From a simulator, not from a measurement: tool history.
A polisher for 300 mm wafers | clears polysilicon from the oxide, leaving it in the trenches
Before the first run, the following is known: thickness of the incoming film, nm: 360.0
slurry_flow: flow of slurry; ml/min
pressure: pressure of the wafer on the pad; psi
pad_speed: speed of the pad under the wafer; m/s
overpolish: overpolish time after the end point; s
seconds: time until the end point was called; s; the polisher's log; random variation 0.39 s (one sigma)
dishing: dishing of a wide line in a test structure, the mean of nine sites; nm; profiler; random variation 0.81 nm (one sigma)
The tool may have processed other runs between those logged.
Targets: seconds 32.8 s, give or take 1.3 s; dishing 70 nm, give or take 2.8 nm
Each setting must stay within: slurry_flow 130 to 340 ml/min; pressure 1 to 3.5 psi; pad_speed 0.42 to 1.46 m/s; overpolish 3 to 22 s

run  hour  slurry_flow  pressure  pad_speed  overpolish  seconds  dishing
  1     0          220       2.2       0.94          11   54.017   56.691
  2   1.2          175       2.2       0.94          11   54.205   55.471
  3   5.9          175       2.2       0.94          15   54.642   66.568
  4   8.4          175       2.5       0.94          15   48.383   70.156
  5  15.8          145       2.5       0.94          15   49.474   70.025
  6  21.6          145       2.5       1.06          15   42.074   73.402
  7  29.6          145       2.6       1.06          14   41.672   72.907
  8  33.9          150       2.7       1.06          13   39.309   72.374
     41.6  -- worn pad replaced by a new one
  9  41.6          150       2.7       1.06          13   35.194   73.852
 10  45.5          155       2.7       1.06          12   35.092   72.925
 11  51.9          155       2.7       1.06          11   35.503   69.425

Which of these 4 next moves meets every target?
  A  58.3          140       2.3       1.18          10        ?        ?
  B  58.3          140       2.9       1.08          10        ?        ?
  C  58.3          175       2.6          1          10        ?        ?
  D  58.3          160         3       0.94           9        ?        ?

move  seconds  dishing
   A   37.985   66.338
   B   33.039   70.866
   C   38.834   65.602
   D   36.145   64.477
A: the biggest miss grows against the last run
B: every result within its allowed miss
C: the biggest miss grows against the last run
D: the biggest miss grows against the last run
B is the move that brings every result within its allowed miss.

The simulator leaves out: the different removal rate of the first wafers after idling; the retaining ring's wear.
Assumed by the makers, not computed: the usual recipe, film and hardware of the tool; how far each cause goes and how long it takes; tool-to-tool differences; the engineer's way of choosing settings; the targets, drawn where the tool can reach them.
